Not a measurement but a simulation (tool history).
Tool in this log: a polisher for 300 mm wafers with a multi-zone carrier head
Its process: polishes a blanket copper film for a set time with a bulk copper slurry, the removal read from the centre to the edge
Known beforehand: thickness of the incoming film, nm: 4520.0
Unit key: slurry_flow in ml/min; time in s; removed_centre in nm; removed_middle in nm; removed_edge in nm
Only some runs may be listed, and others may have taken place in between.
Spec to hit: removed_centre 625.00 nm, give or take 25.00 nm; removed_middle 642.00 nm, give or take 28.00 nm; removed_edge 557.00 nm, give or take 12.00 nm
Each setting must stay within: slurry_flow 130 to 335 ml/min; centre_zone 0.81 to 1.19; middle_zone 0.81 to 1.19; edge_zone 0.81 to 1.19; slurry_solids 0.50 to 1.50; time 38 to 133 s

run    day  slurry_flow  centre_zone  middle_zone  edge_zone  slurry_solids  time  removed_centre  removed_middle  removed_edge
  1  0.000          215         1.00         1.00       1.00           1.00    85          944.32          957.53        956.47
  2  0.204          215         0.93         1.00       1.00           1.00    85          883.71          935.24        968.74
  3  0.229          215         0.93         1.00       1.00           1.00    76          773.47          844.70        852.48
  4  0.583          185         0.93         1.00       1.00           1.00    76          776.54          846.79        853.31
  5  0.650          185         0.96         1.00       0.95           0.85    71          713.72          747.75        744.54
  6  0.754          155         0.96         1.00       0.95           0.85    71          720.18          724.66        728.00
  7  1.038          150         0.97         1.03       0.91           0.75    69          670.49          695.30        671.85
  8  1.317          145         0.99         1.05       0.88           0.70    68          658.29          692.68        641.54
  9  1.421          140         1.01         1.06       0.86           0.65    67          639.85          677.70        616.22
 10  1.617          140         1.03         1.07       0.85           0.60    66          632.08          646.22        586.42

Next run, 4 choices. One meets every target within its allowed miss, the rest don't. Which?
  A  1.812          150         1.02         1.11       0.83           0.75    64               ?               ?             ?
  B  1.812          130         1.07         1.12       0.84           0.80    59               ?               ?             ?
  C  1.812          175         1.00         1.01       0.81           0.55    69               ?               ?             ?
  D  1.812          130         1.09         0.93       0.87           0.50    74               ?               ?             ?

move  removed_centre  removed_middle  removed_edge
   A          653.94          682.27        602.10
   B          627.65          629.56        558.17
   C          656.89          651.79        606.59
   D          717.00          618.41        637.85
A: its largest miss is bigger than the last run's
B: each result inside its tolerance
C: its largest miss is bigger than the last run's
D: its largest miss is bigger than the last run's
The move that meets every target is B.
